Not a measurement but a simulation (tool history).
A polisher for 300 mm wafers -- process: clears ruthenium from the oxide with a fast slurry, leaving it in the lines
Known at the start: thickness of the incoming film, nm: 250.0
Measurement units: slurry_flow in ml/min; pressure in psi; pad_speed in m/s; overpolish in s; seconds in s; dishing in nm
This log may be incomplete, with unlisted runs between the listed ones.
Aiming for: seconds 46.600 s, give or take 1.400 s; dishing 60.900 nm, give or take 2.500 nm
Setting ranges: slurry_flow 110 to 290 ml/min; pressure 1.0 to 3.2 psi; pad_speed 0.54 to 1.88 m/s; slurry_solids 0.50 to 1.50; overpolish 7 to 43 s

Run 1, hour 0.0: slurry_flow 185 ml/min, pressure 2.1 psi, pad_speed 1.20 m/s, slurry_solids 1.00, overpolish 22 s. Result: seconds 84.313 s, dishing 53.127 nm.
Run 2, hour 6.4: slurry_flow 185 ml/min, pressure 2.1 psi, pad_speed 1.20 m/s, slurry_solids 0.85, overpolish 22 s. Result: seconds 87.259 s, dishing 49.233 nm.
Run 3, hour 13.4: slurry_flow 140 ml/min, pressure 2.1 psi, pad_speed 1.20 m/s, slurry_solids 0.85, overpolish 22 s. Result: seconds 91.405 s, dishing 48.001 nm.
Run 4, hour 22.3: slurry_flow 150 ml/min, pressure 2.3 psi, pad_speed 1.22 m/s, slurry_solids 0.85, overpolish 21 s. Result: seconds 80.560 s, dishing 50.165 nm.
Run 5, hour 23.7: slurry_flow 110 ml/min, pressure 2.3 psi, pad_speed 1.22 m/s, slurry_solids 0.85, overpolish 21 s. Result: seconds 84.696 s, dishing 47.994 nm.
Run 6, hour 26.1: slurry_flow 110 ml/min, pressure 2.7 psi, pad_speed 1.22 m/s, slurry_solids 0.85, overpolish 21 s. Result: seconds 73.444 s, dishing 55.805 nm.
Run 7, hour 30.7: slurry_flow 125 ml/min, pressure 2.8 psi, pad_speed 1.26 m/s, slurry_solids 0.85, overpolish 20 s. Result: seconds 67.268 s, dishing 57.578 nm.
Run 8, hour 35.6: slurry_flow 140 ml/min, pressure 2.9 psi, pad_speed 1.30 m/s, slurry_solids 0.85, overpolish 19 s. Result: seconds 61.692 s, dishing 59.767 nm.
Run 9, hour 41.7: slurry_flow 150 ml/min, pressure 3.0 psi, pad_speed 1.32 m/s, slurry_solids 0.85, overpolish 18 s. Result: seconds 57.908 s, dishing 58.951 nm.
Run 10, hour 50.5: slurry_flow 160 ml/min, pressure 3.0 psi, pad_speed 1.34 m/s, slurry_solids 0.85, overpolish 18 s. Result: seconds 56.611 s, dishing 61.880 nm.
Run 11, hour 58.6: slurry_flow 170 ml/min, pressure 3.0 psi, pad_speed 1.36 m/s, slurry_solids 0.85, overpolish 17 s. Result: seconds 54.787 s, dishing 58.778 nm.
Run 12, hour 62.0: slurry_flow 180 ml/min, pressure 3.0 psi, pad_speed 1.36 m/s, slurry_solids 0.85, overpolish 17 s. Result: seconds 54.992 s, dishing 58.637 nm.

Which of these 5 next moves meets every target?
Run A, hour 65.4: slurry_flow 170 ml/min, pressure 2.9 psi, pad_speed 1.64 m/s, slurry_solids 0.85, overpolish 13 s. Result: seconds ?, dishing ?.
Run B, hour 65.4: slurry_flow 130 ml/min, pressure 2.8 psi, pad_speed 1.34 m/s, slurry_solids 0.65, overpolish 21 s. Result: seconds ?, dishing ?.
Run C, hour 65.4: slurry_flow 200 ml/min, pressure 3.2 psi, pad_speed 1.66 m/s, slurry_solids 0.60, overpolish 15 s. Result: seconds ?, dishing ?.
Run D, hour 65.4: slurry_flow 165 ml/min, pressure 2.8 psi, pad_speed 1.26 m/s, slurry_solids 0.70, overpolish 19 s. Result: seconds ?, dishing ?.
Run E, hour 65.4: slurry_flow 185 ml/min, pressure 2.5 psi, pad_speed 1.70 m/s, slurry_solids 0.50, overpolish 19 s. Result: seconds ?, dishing ?.

move  seconds  dishing
   A   47.495   53.760
   B   67.946   59.626
   C   46.881   61.389
   D   68.045   54.689
   E   62.414   58.867
A: gets the furthest-off result to its target, but another result is out of tolerance
B: its largest miss is bigger than the last run's
C: meets every target
D: its largest miss is bigger than the last run's
E: its largest miss is bigger than the last run's
Move C is the one to make.

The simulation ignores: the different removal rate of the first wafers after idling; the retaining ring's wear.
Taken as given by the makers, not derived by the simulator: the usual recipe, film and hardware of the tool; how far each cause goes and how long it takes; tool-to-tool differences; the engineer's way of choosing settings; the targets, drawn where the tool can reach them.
